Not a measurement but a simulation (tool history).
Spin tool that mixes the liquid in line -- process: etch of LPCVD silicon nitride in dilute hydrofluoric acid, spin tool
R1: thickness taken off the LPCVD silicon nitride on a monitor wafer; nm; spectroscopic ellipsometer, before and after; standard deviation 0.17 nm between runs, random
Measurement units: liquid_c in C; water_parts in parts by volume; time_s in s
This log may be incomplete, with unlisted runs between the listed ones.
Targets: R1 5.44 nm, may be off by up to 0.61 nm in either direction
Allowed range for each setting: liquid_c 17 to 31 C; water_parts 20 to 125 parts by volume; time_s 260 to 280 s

Run 1, hour 0: liquid_c 23 C, water_parts 70 parts by volume, time_s 260 s. Result: R1 1.7031 nm.
Run 2, hour 7.7: liquid_c 24.5 C, water_parts 70 parts by volume, time_s 260 s. Result: R1 1.841 nm.
Run 3, hour 13.2: liquid_c 24.5 C, water_parts 70 parts by volume, time_s 280 s. Result: R1 1.9731 nm.
Run 4, hour 15.7: liquid_c 24.5 C, water_parts 50 parts by volume, time_s 280 s. Result: R1 2.6269 nm.
Run 5, hour 23.4: liquid_c 24.5 C, water_parts 50 parts by volume, time_s 280 s. Result: R1 2.6549 nm.
Run 6, hour 25.6: liquid_c 24.5 C, water_parts 70 parts by volume, time_s 280 s. Result: R1 1.8178 nm.
Run 7, hour 29.2: liquid_c 26 C, water_parts 60 parts by volume, time_s 280 s. Result: R1 2.4492 nm.
Run 8, hour 37.8: liquid_c 27 C, water_parts 50 parts by volume, time_s 280 s. Result: R1 3.3119 nm.

Below are 5 possible settings for the next run. Only one of them brings all results inside the allowed miss of their targets. Which is it?
Run A, hour 46.4: liquid_c 22.5 C, water_parts 40 parts by volume, time_s 265 s. Result: R1 ?.
Run B, hour 46.4: liquid_c 30.5 C, water_parts 50 parts by volume, time_s 280 s. Result: R1 ?.
Run C, hour 46.4: liquid_c 26 C, water_parts 85 parts by volume, time_s 260 s. Result: R1 ?.
Run D, hour 46.4: liquid_c 30 C, water_parts 35 parts by volume, time_s 280 s. Result: R1 ?.
Run E, hour 46.4: liquid_c 28 C, water_parts 50 parts by volume, time_s 275 s. Result: R1 ?.

move      R1
   A   2.732
   B  3.9444
   C  1.6169
   D  5.4258
   E  3.2941
A: lands further from the targets than the last run did
B: gains on the last run, yet a result remains outside its allowed miss
C: lands further from the targets than the last run did
D: all results in spec
E: roughly where the last run was
Go with D: it meets all targets.
